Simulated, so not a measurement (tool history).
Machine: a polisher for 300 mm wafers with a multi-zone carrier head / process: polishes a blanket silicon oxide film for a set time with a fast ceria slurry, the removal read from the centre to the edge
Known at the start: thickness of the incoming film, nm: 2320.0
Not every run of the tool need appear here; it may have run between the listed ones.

| run | day | flow of slurry (ml/min) | pressure of the head's centre zone | pressure of the head's middle zone | pressure of the head's edge zone | polishing time (s) | film removed at the wafer's centre (nm) | film removed at mid-radius (nm) | film removed at the wafer's edge (nm) |
|---|---|---|---|---|---|---|---|---|---|
| 1 | 0.000 | 125 | 1.00 | 1.00 | 1.00 | 40 | 792.76 | 788.98 | 783.48 |
| 2 | 0.083 | 125 | 0.95 | 1.00 | 1.00 | 40 | 757.50 | 777.05 | 781.61 |
| 3 | 0.271 | 125 | 0.92 | 1.00 | 1.00 | 40 | 735.93 | 787.37 | 789.40 |
| 4 | 0.488 | 120 | 0.90 | 1.01 | 0.99 | 39 | 693.94 | 761.46 | 759.98 |
| 5 | 0.671 | 120 | 0.90 | 1.01 | 0.95 | 39 | 675.68 | 755.63 | 748.64 |
| 6 | 1.042 | 95 | 0.90 | 1.01 | 0.95 | 39 | 620.69 | 719.24 | 706.22 |
| 7 | 1.283 | 95 | 0.90 | 1.02 | 0.94 | 38 | 609.96 | 680.18 | 692.89 |
| 8 | 1.621 | 95 | 0.89 | 1.04 | 0.92 | 37 | 584.86 | 691.22 | 658.53 |
| 9 | 1.817 | 95 | 0.88 | 1.04 | 0.91 | 36 | 561.58 | 661.37 | 646.84 |
| 10 | 2.150 | 95 | 0.88 | 1.05 | 0.90 | 36 | 573.52 | 667.96 | 641.97 |
| 11 | 2.521 | 95 | 0.87 | 1.06 | 0.89 | 36 | 562.21 | 681.79 | 627.12 |
| 12 | 2.829 | 95 | 0.86 | 1.06 | 0.88 | 36 | 556.84 | 666.28 | 629.00 |
| 13 | 3.008 | 90 | 0.85 | 1.06 | 0.87 | 36 | 537.01 | 662.27 | 609.43 |
| 14 | 3.146 | 90 | 0.84 | 1.06 | 0.87 | 36 | 524.52 | 676.84 | 624.81 |

Run 15, settings as shown, results not yet in. Your forecast:
| 15 | 3.238 | 90 | 0.84 | 1.06 | 0.86 | 36 | ? | ? | ? |

film removed at the wafer's centre (nm): 535.30
film removed at mid-radius (nm): 659.31
film removed at the wafer's edge (nm): 625.34
